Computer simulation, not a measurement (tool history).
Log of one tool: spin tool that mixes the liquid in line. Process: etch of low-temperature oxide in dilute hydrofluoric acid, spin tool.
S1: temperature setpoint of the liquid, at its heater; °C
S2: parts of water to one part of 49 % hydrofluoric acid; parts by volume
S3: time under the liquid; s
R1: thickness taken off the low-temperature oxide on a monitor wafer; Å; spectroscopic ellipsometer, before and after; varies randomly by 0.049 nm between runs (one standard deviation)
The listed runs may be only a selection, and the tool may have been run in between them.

run	hour	S1	S2	S3	R1
1	0	21	235	285	107.34
2	5.4	21	235	305	116.36
3	11.1	21	235	305	116.14
4	18.5	20.5	250	305	105.2
5	21.7	20.5	250	305	103.58
6	22.2	23	250	305	114.51
7	29.3	22.5	260	305	105.55
8	37.6	18.5	355	305	61.789

Predict the results of run 9:
9	43.8	18.5	360	305	?

R1: 60.822 Å
